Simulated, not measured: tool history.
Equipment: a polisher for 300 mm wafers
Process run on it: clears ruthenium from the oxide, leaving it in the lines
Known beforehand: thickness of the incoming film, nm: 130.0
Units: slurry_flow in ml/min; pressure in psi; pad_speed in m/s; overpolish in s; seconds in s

run,hour,slurry_flow,pressure,pad_speed,overpolish,seconds
1,0.0,140,2.3,0.76,6,143.76
2,8.8,140,2.2,0.76,6,154.89
3,11.2,140,2.1,0.76,6,159.63
4,20.2,140,2.0,0.76,6,169.18
5,27.9,140,2.0,0.76,4,162.27
6,34.0,140,1.8,0.76,4,183.68
7,40.9,140,1.7,0.76,4,190.45

Expected results for the next run?
8,44.5,140,1.6,0.76,4,?

{"run 8": {"seconds": 206.5}}
